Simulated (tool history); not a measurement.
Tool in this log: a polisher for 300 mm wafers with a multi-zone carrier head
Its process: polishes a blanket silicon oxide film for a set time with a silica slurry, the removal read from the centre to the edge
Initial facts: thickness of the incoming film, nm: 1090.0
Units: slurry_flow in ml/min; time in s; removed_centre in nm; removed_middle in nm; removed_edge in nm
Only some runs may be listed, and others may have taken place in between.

Run 1, hour 0: slurry_flow 240 ml/min, centre_zone 1, middle_zone 1, edge_zone 1, slurry_solids 1, time 73 s. Result: removed_centre 238.64 nm, removed_middle 240.75 nm, removed_edge 246.95 nm.
Run 2, hour 6.6: slurry_flow 240 ml/min, centre_zone 0.92, middle_zone 1, edge_zone 1, slurry_solids 1, time 73 s. Result: removed_centre 216.45 nm, removed_middle 246.05 nm, removed_edge 250.49 nm.
Run 3, hour 13.7: slurry_flow 240 ml/min, centre_zone 0.92, middle_zone 1, edge_zone 0.98, slurry_solids 0.9, time 73 s. Result: removed_centre 207.82 nm, removed_middle 236.36 nm, removed_edge 235.41 nm.
Run 4, hour 21.7: slurry_flow 240 ml/min, centre_zone 0.92, middle_zone 1, edge_zone 0.98, slurry_solids 0.9, time 89 s. Result: removed_centre 252.47 nm, removed_middle 275.21 nm, removed_edge 288.04 nm.
Run 5, hour 24.5: slurry_flow 240 ml/min, centre_zone 0.92, middle_zone 1.08, edge_zone 0.98, slurry_solids 0.9, time 89 s. Result: removed_centre 250.03 nm, removed_middle 300.94 nm, removed_edge 283.05 nm.
Run 6, hour 33.4: slurry_flow 240 ml/min, centre_zone 0.92, middle_zone 1.16, edge_zone 0.98, slurry_solids 0.9, time 89 s. Result: removed_centre 260.16 nm, removed_middle 326.89 nm, removed_edge 285.07 nm.
Run 7, hour 38.6: slurry_flow 240 ml/min, centre_zone 0.92, middle_zone 1.13, edge_zone 0.97, slurry_solids 0.8, time 86 s. Result: removed_centre 236.75 nm, removed_middle 288 nm, removed_edge 269.53 nm.
Run 8, hour 40.6: slurry_flow 240 ml/min, centre_zone 0.93, middle_zone 1.14, edge_zone 0.95, slurry_solids 0.75, time 81 s. Result: removed_centre 215.76 nm, removed_middle 267.42 nm, removed_edge 238.84 nm.

The next listed run, before its measurement:
Run 9, hour 44.6: slurry_flow 240 ml/min, centre_zone 0.93, middle_zone 1.14, edge_zone 0.95, slurry_solids 0.75, time 81 s. Result: removed_centre ?, removed_middle ?, removed_edge ?.

Logged for run 9: removed_centre 221.23 nm, removed_middle 266.37 nm, removed_edge 236.66 nm.
